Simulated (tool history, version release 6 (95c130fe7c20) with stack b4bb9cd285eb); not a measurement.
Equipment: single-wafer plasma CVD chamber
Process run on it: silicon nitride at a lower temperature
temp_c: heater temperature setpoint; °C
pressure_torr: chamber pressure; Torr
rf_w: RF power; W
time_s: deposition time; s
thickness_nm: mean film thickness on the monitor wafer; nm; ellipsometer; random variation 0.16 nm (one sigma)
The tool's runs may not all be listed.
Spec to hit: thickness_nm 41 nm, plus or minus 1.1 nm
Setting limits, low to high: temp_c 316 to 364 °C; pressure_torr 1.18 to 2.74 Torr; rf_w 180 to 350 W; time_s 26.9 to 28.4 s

run 1 hour=0 | temp_c=340 pressure_torr=1.96 rf_w=265 time_s=28.4 | thickness_nm=33.251
run 2 hour=1.7 | temp_c=331 pressure_torr=1.96 rf_w=265 time_s=28.4 | thickness_nm=33.319
run 3 hour=5.5 | temp_c=331 pressure_torr=2.05 rf_w=275 time_s=28.4 | thickness_nm=34.77
run 4 hour=7.4 | temp_c=331 pressure_torr=2.13 rf_w=280 time_s=28.4 | thickness_nm=35.997
run 5 hour=11.4 | temp_c=331 pressure_torr=2.21 rf_w=285 time_s=28.4 | thickness_nm=36.69
run 6 hour=18 | temp_c=331 pressure_torr=2.27 rf_w=290 time_s=28.4 | thickness_nm=37.509
run 7 hour=22.7 | temp_c=331 pressure_torr=2.32 rf_w=295 time_s=28.4 | thickness_nm=38.369
run 8 hour=31.2 | temp_c=331 pressure_torr=2.36 rf_w=295 time_s=28.4 | thickness_nm=38.573
run 9 hour=35.1 | temp_c=331 pressure_torr=2.4 rf_w=295 time_s=28.4 | thickness_nm=38.48

Exactly one of the 5 candidate moves below puts every result within its allowed miss. Which one?
run A hour=39 | temp_c=330 pressure_torr=2.53 rf_w=340 time_s=28.4 | thickness_nm=?
run B hour=39 | temp_c=332 pressure_torr=2.24 rf_w=275 time_s=26.9 | thickness_nm=?
run C hour=39 | temp_c=324 pressure_torr=2.22 rf_w=320 time_s=28.4 | thickness_nm=?
run D hour=39 | temp_c=332 pressure_torr=2.51 rf_w=335 time_s=28.4 | thickness_nm=?
run E hour=39 | temp_c=316 pressure_torr=2.19 rf_w=350 time_s=28.4 | thickness_nm=?

move=A thickness_nm=44.142
move=B thickness_nm=34.01
move=C thickness_nm=40.84
move=D thickness_nm=43.527
move=E thickness_nm=43.774
A: carries the result that was furthest off beyond its target, to the other side
B: further off than the last run
C: every result within its allowed miss
D: carries the result that was furthest off beyond its target, to the other side
E: carries the result that was furthest off beyond its target, to the other side
The right move is C.
